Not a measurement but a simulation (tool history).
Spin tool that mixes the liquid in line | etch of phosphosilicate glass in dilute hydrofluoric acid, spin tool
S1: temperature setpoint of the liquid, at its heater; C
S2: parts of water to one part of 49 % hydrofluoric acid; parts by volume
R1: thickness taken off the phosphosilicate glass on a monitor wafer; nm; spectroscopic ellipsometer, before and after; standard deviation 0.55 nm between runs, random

run 1 hour=0.0 | S1=22.0 S2=60 time_under_the_liquid_(s)=15 | R1=28.371
run 2 hour=3.6 | S1=22.0 S2=70 time_under_the_liquid_(s)=15 | R1=24.070
run 3 hour=12.1 | S1=23.0 S2=65 time_under_the_liquid_(s)=15 | R1=27.337
run 4 hour=19.4 | S1=25.5 S2=65 time_under_the_liquid_(s)=15 | R1=30.271
run 5 hour=21.7 | S1=26.0 S2=60 time_under_the_liquid_(s)=15 | R1=33.609
run 6 hour=27.4 | S1=26.0 S2=80 time_under_the_liquid_(s)=15 | R1=24.704
run 7 hour=28.0 | S1=26.5 S2=75 time_under_the_liquid_(s)=15 | R1=27.451

What will run 8 give?
run 8 hour=36.4 | S1=27.0 S2=70 time_under_the_liquid_(s)=15 | R1=?

Run 8 gave R1 29.745 nm.
